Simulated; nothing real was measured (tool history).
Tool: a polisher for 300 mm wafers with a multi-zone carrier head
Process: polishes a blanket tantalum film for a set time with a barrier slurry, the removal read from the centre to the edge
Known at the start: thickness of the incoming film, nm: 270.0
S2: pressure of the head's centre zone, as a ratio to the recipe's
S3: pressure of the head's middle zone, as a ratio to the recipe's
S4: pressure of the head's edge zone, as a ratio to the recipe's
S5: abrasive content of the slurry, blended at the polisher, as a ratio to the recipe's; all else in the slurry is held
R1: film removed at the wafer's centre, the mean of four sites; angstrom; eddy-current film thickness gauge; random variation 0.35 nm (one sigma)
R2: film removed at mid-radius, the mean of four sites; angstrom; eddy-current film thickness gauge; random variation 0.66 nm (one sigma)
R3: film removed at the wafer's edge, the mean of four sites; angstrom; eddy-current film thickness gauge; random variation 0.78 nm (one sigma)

Run 1, hour 0: flow of slurry (ml/min) 120, S2 1, S3 1, S4 1, S5 1, polishing time (s) 58. Result: R1 1037.4 angstrom, R2 1020 angstrom, R3 1018.1 angstrom.
Run 2, hour 4.7: flow of slurry (ml/min) 110, S2 0.95, S3 0.98, S4 0.97, S5 0.85, polishing time (s) 52. Result: R1 797.78 angstrom, R2 805.32 angstrom, R3 825.83 angstrom.
Run 3, hour 11.7: flow of slurry (ml/min) 110, S2 0.89, S3 0.98, S4 0.97, S5 0.85, polishing time (s) 52. Result: R1 760.28 angstrom, R2 830.6 angstrom, R3 825.29 angstrom.
Run 4, hour 20: flow of slurry (ml/min) 100, S2 0.87, S3 0.96, S4 0.93, S5 0.75, polishing time (s) 50. Result: R1 645.46 angstrom, R2 710.18 angstrom, R3 723.06 angstrom.
Run 5, hour 22: flow of slurry (ml/min) 115, S2 0.87, S3 0.96, S4 0.93, S5 0.75, polishing time (s) 50. Result: R1 675.3 angstrom, R2 737.48 angstrom, R3 737.66 angstrom.
Run 6, hour 22.9: flow of slurry (ml/min) 115, S2 0.87, S3 0.96, S4 0.93, S5 0.75, polishing time (s) 58. Result: R1 777.65 angstrom, R2 840.21 angstrom, R3 830.44 angstrom.
Run 7, hour 27.1: flow of slurry (ml/min) 105, S2 0.85, S3 0.95, S4 0.9, S5 0.7, polishing time (s) 55. Result: R1 674.15 angstrom, R2 764.07 angstrom, R3 741.44 angstrom.
Run 8, hour 32.8: flow of slurry (ml/min) 100, S2 0.84, S3 0.92, S4 0.87, S5 0.65, polishing time (s) 54. Result: R1 619.54 angstrom, R2 684.46 angstrom, R3 674.87 angstrom.
Run 9, hour 39.9: flow of slurry (ml/min) 90, S2 0.83, S3 0.9, S4 0.86, S5 0.6, polishing time (s) 54. Result: R1 560.54 angstrom, R2 601.13 angstrom, R3 633.68 angstrom.

Run 10 comes next. What will it give?
Run 10, hour 44.8: flow of slurry (ml/min) 80, S2 0.82, S3 0.94, S4 0.81, S5 0.5, polishing time (s) 50. Result: R1 ?, R2 ?, R3 ?.

{"run 10": {"R1": 415.47, "R2": 489.83, "R3": 467.51}}

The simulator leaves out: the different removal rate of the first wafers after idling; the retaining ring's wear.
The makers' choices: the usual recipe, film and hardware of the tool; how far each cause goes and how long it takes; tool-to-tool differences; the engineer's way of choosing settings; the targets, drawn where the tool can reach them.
